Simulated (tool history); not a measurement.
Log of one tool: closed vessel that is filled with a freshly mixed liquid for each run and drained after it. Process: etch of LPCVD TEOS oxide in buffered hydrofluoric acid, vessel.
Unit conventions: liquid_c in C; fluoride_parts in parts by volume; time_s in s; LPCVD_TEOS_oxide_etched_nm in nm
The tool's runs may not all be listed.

run,hour,liquid_c,fluoride_parts,time_s,LPCVD_TEOS_oxide_etched_nm
1,0.0,22.0,12.5,35,80.281
2,5.0,22.0,15.5,35,64.634
3,13.2,22.0,15.5,35,64.546
4,14.0,22.0,12.5,35,80.112
5,22.4,19.0,12.5,35,67.706
6,28.8,21.0,12.5,35,76.854
7,30.6,20.0,13.0,35,69.192
8,32.2,19.5,13.5,35,65.189
9,39.2,19.0,14.0,35,61.097

The next listed run, before its measurement:
10,41.2,18.5,14.5,35,?

LPCVD_TEOS_oxide_etched_nm: 57.617 nm
